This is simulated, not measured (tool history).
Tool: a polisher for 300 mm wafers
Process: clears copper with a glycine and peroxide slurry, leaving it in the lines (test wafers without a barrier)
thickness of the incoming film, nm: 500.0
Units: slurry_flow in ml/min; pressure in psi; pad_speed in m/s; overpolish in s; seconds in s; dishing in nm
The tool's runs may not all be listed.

| run | hour | slurry_flow | pressure | pad_speed | overpolish | seconds | dishing |
|---|---|---|---|---|---|---|---|
| 1 | 0.0 | 315 | 3.2 | 1.10 | 29 | 80.829 | 33.124 |
| 2 | 7.8 | 310 | 3.3 | 1.12 | 26 | 77.957 | 32.108 |
| 3 | 9.7 | 310 | 3.4 | 1.12 | 24 | 75.751 | 32.862 |
| 4 | 17.4 | 295 | 3.3 | 1.18 | 22 | 74.738 | 32.617 |
| 5 | 21.9 | 295 | 3.0 | 1.18 | 22 | 80.564 | 30.821 |
| 6 | 27.0 | 295 | 3.3 | 1.18 | 22 | 76.005 | 33.120 |
| 7 | 35.2 | 305 | 2.6 | 1.48 | 13 | 77.031 | 28.540 |
| 8 | 38.2 | 305 | 2.7 | 1.50 | 13 | 72.564 | 29.038 |
| 9 | 43.0 | 305 | 2.7 | 1.52 | 13 | 72.540 | 29.739 |
| 10 | 47.8 | 310 | 2.7 | 1.54 | 12 | 72.090 | 28.421 |

The next listed run, before its measurement:
| 11 | 51.8 | 310 | 2.7 | 1.54 | 12 | ? | ? |

seconds: 68.533 s
dishing: 27.139 nm

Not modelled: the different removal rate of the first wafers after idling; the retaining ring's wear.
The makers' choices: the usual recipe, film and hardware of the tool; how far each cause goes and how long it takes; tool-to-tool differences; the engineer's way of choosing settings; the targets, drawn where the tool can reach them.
